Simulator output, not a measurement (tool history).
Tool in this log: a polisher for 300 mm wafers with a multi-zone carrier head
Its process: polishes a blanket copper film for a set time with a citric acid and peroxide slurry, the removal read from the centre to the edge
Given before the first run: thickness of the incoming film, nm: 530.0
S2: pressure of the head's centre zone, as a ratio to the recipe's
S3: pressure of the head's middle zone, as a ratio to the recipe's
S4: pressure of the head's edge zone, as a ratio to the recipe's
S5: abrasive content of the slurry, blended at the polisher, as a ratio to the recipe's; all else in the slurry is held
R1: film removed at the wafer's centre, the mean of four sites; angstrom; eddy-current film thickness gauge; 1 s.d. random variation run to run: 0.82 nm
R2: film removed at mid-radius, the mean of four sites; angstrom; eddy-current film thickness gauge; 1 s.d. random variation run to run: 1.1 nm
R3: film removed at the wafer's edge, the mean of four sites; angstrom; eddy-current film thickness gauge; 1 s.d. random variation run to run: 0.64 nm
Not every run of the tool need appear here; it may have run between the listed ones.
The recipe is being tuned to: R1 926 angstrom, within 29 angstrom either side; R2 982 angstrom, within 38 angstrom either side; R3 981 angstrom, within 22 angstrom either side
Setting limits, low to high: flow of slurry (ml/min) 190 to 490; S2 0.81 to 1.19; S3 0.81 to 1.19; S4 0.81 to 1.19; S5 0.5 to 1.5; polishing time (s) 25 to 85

run 1 hour=0 | flow_of_slurry_(ml/min)=315 S2=1 S3=1 S4=1 S5=1 polishing_time_(s)=55 | R1=1463.3 R2=1422.2 R3=1435.7
run 2 hour=4.8 | flow_of_slurry_(ml/min)=310 S2=0.99 S3=0.99 S4=0.98 S5=0.95 polishing_time_(s)=54 | R1=1404.5 R2=1369.5 R3=1388.2
run 3 hour=10.5 | flow_of_slurry_(ml/min)=310 S2=0.99 S3=0.99 S4=0.98 S5=0.95 polishing_time_(s)=67 | R1=1732.2 R2=1705.1 R3=1710.5
run 4 hour=17.5 | flow_of_slurry_(ml/min)=350 S2=0.99 S3=0.99 S4=0.98 S5=0.95 polishing_time_(s)=67 | R1=1740.7 R2=1738 R3=1723.4
run 5 hour=25.7 | flow_of_slurry_(ml/min)=350 S2=0.98 S3=0.98 S4=0.97 S5=0.9 polishing_time_(s)=64 | R1=1663.1 R2=1630.9 R3=1623.3
run 6 hour=27.1 | flow_of_slurry_(ml/min)=350 S2=0.98 S3=0.98 S4=0.97 S5=0.9 polishing_time_(s)=71 | R1=1819.1 R2=1806.5 R3=1795.4
run 7 hour=33.8 | flow_of_slurry_(ml/min)=345 S2=0.96 S3=0.97 S4=0.96 S5=0.85 polishing_time_(s)=68 | R1=1653.9 R2=1690.5 R3=1697.9
run 8 hour=38.4 | flow_of_slurry_(ml/min)=345 S2=0.96 S3=0.97 S4=0.95 S5=0.8 polishing_time_(s)=65 | R1=1564.3 R2=1578.1 R3=1598.7
run 9 hour=45.9 | flow_of_slurry_(ml/min)=350 S2=0.96 S3=0.97 S4=0.94 S5=0.75 polishing_time_(s)=62 | R1=1477.7 R2=1478.3 R3=1461
run 10 hour=46.9 | flow_of_slurry_(ml/min)=350 S2=0.95 S3=0.96 S4=0.93 S5=0.7 polishing_time_(s)=60 | R1=1388.5 R2=1389.9 R3=1391.6
run 11 hour=55.4 | flow_of_slurry_(ml/min)=350 S2=0.94 S3=0.96 S4=0.92 S5=0.7 polishing_time_(s)=58 | R1=1332.7 R2=1330.5 R3=1336.1
run 12 hour=57.9 | flow_of_slurry_(ml/min)=350 S2=0.93 S3=0.96 S4=0.91 S5=0.7 polishing_time_(s)=57 | R1=1272.2 R2=1327.6 R3=1300.3
run 13 hour=62.6 | flow_of_slurry_(ml/min)=350 S2=0.93 S3=0.96 S4=0.91 S5=0.7 polishing_time_(s)=57 | R1=1289.3 R2=1323.9 R3=1309
run 14 hour=71 | flow_of_slurry_(ml/min)=310 S2=0.84 S3=0.89 S4=0.81 S5=0.5 polishing_time_(s)=44 | R1=804.54 R2=852.39 R3=858.94
run 15 hour=75.6 | flow_of_slurry_(ml/min)=400 S2=0.91 S3=0.98 S4=0.91 S5=0.55 polishing_time_(s)=43 | R1=903.55 R2=945.39 R3=924.43
run 16 hour=80 | flow_of_slurry_(ml/min)=400 S2=0.91 S3=0.98 S4=0.92 S5=0.55 polishing_time_(s)=43 | R1=897.95 R2=974.61 R3=938.28

Exercise: of the 5 proposed moves below, exactly one satisfies all targets within the stated allowed misses. Which move is it?
run A hour=84.4 | flow_of_slurry_(ml/min)=395 S2=0.87 S3=0.93 S4=0.93 S5=0.5 polishing_time_(s)=49 | R1=? R2=? R3=?
run B hour=84.4 | flow_of_slurry_(ml/min)=400 S2=0.87 S3=1.02 S4=0.87 S5=0.5 polishing_time_(s)=45 | R1=? R2=? R3=?
run C hour=84.4 | flow_of_slurry_(ml/min)=310 S2=0.91 S3=1.12 S4=1.03 S5=0.5 polishing_time_(s)=43 | R1=? R2=? R3=?
run D hour=84.4 | flow_of_slurry_(ml/min)=430 S2=0.9 S3=1.04 S4=0.88 S5=0.65 polishing_time_(s)=41 | R1=? R2=? R3=?
run E hour=84.4 | flow_of_slurry_(ml/min)=355 S2=0.91 S3=0.98 S4=0.95 S5=0.5 polishing_time_(s)=46 | R1=? R2=? R3=?

move=A R1=950.38 R2=1024 R3=1033.2
move=B R1=874.3 R2=1017.4 R3=919.92
move=C R1=852.96 R2=1028.5 R3=933.68
move=D R1=899.2 R2=1027.2 R3=917.12
move=E R1=924.78 R2=995.22 R3=972.28
A: takes the biggest miss from the last run beyond its target
B: lands further from the targets than the last run did
C: lands further from the targets than the last run did
D: lands further from the targets than the last run did
E: all results land within tolerance of their targets
E meets every target.
